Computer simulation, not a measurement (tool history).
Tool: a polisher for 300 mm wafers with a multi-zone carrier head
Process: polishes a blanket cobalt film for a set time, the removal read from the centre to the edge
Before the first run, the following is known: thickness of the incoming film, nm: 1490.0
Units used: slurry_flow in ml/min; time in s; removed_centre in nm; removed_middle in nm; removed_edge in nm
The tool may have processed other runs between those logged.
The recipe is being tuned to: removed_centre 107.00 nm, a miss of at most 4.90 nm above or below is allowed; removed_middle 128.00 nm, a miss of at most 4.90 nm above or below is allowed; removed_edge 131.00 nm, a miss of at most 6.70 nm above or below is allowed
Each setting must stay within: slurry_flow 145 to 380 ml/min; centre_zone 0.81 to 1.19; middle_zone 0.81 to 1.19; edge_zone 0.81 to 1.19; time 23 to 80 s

run,hour,slurry_flow,centre_zone,middle_zone,edge_zone,time,removed_centre,removed_middle,removed_edge
1,0.0,245,1.00,1.00,1.00,51,192.96,201.84,199.15
2,3.3,235,0.96,0.98,0.99,46,167.95,178.57,183.44
3,11.4,235,0.89,0.98,0.99,46,156.03,178.06,180.37
4,16.2,230,0.87,0.98,0.98,42,137.88,159.58,163.34
5,17.9,230,0.82,0.98,0.98,42,128.88,160.88,162.88
6,22.2,230,0.82,0.93,0.98,42,132.24,156.45,160.38
7,23.7,225,0.82,0.93,0.97,40,122.53,147.06,154.65
8,31.2,230,0.82,0.93,0.94,38,117.84,141.06,143.28
9,37.5,220,0.82,0.92,0.93,37,116.36,133.64,138.98

Next run, 5 choices. One meets every target within its allowed miss, the rest don't. Which?
A,43.8,265,0.81,1.07,0.91,34,?,?,?
B,43.8,150,0.99,0.82,0.88,39,?,?,?
C,43.8,205,0.84,0.95,0.95,35,?,?,?
D,43.8,295,0.99,1.08,0.81,34,?,?,?
E,43.8,255,1.03,0.88,0.82,34,?,?,?

move,removed_centre,removed_middle,removed_edge
A,106.24,141.35,133.96
B,135.69,126.50,142.53
C,109.40,130.68,137.47
D,131.70,143.70,128.23
E,134.58,124.51,127.65
A: the furthest-off result lands on target, but another misses its tolerance
B: lands further from the targets than the last run did
C: meets every target
D: lands further from the targets than the last run did
E: lands further from the targets than the last run did
Move C is the one to make.
